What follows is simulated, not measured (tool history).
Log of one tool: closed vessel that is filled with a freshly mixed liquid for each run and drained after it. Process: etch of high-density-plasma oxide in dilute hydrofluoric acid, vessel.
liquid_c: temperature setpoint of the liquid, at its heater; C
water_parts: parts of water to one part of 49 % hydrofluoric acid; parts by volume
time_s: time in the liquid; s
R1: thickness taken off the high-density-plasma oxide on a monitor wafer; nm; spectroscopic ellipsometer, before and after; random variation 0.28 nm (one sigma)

Run 1, hour 0: liquid_c 24 C, water_parts 85 parts by volume, time_s 660 s. Result: R1 52.303 nm.
Run 2, hour 5: liquid_c 24 C, water_parts 85 parts by volume, time_s 710 s. Result: R1 55.297 nm.
Run 3, hour 13: liquid_c 22.5 C, water_parts 90 parts by volume, time_s 710 s. Result: R1 49.953 nm.
Run 4, hour 15: liquid_c 21.5 C, water_parts 95 parts by volume, time_s 710 s. Result: R1 45.08 nm.
Run 5, hour 19.6: liquid_c 21.5 C, water_parts 95 parts by volume, time_s 660 s. Result: R1 41.414 nm.
Run 6, hour 21.7: liquid_c 20.5 C, water_parts 100 parts by volume, time_s 660 s. Result: R1 37.964 nm.
Run 7, hour 28.4: liquid_c 19.5 C, water_parts 100 parts by volume, time_s 660 s. Result: R1 36.176 nm.

The next listed run, before its measurement:
Run 8, hour 35.6: liquid_c 19 C, water_parts 100 parts by volume, time_s 660 s. Result: R1 ?.

{"run 8": {"R1": 35.074}}

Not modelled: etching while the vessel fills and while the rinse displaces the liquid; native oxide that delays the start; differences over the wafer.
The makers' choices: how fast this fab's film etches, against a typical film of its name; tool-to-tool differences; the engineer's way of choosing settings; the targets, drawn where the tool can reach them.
